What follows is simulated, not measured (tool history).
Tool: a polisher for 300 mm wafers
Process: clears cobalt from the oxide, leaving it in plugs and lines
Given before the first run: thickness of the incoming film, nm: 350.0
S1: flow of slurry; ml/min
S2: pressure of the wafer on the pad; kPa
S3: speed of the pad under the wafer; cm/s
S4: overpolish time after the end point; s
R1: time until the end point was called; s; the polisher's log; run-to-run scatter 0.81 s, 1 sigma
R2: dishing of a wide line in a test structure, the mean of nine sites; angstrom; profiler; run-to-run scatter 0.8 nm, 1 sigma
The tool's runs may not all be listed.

{"run": 1, "hour": 0.0, "S1": 190, "S2": 11.0, "S3": 120, "S4": 23, "R1": 67.147, "R2": 357.05}
{"run": 2, "hour": 6.1, "S1": 190, "S2": 11.0, "S3": 120, "S4": 22, "R1": 67.764, "R2": 343.63}
{"run": 3, "hour": 8.8, "S1": 190, "S2": 9.7, "S3": 120, "S4": 22, "R1": 78.178, "R2": 350.07}
{"run": 4, "hour": 14.4, "S1": 190, "S2": 9.7, "S3": 120, "S4": 25, "R1": 78.208, "R2": 344.48}
{"run": 5, "hour": 16.7, "S1": 190, "S2": 9.7, "S3": 104, "S4": 25, "R1": 85.648, "R2": 353.82}
{"run": 6, "hour": 24.2, "S1": 190, "S2": 9.7, "S3": 104, "S4": 20, "R1": 87.582, "R2": 339.56}
{"run": 7, "hour": 25.2, "S1": 190, "S2": 9.7, "S3": 104, "S4": 19, "R1": 84.986, "R2": 309.87}
{"run": 8, "hour": 32.9, "S1": 195, "S2": 9.7, "S3": 104, "S4": 21, "R1": 85.568, "R2": 347.77}
{"run": 9, "hour": 39.8, "S1": 195, "S2": 9.7, "S3": 104, "S4": 19, "R1": 85.028, "R2": 318.01}

For run 10, what comes out?
{"run": 10, "hour": 40.6, "S1": 205, "S2": 9.7, "S3": 104, "S4": 20, "R1": "?", "R2": "?"}

{"run 10": {"R1": 84.58, "R2": 342.76}}
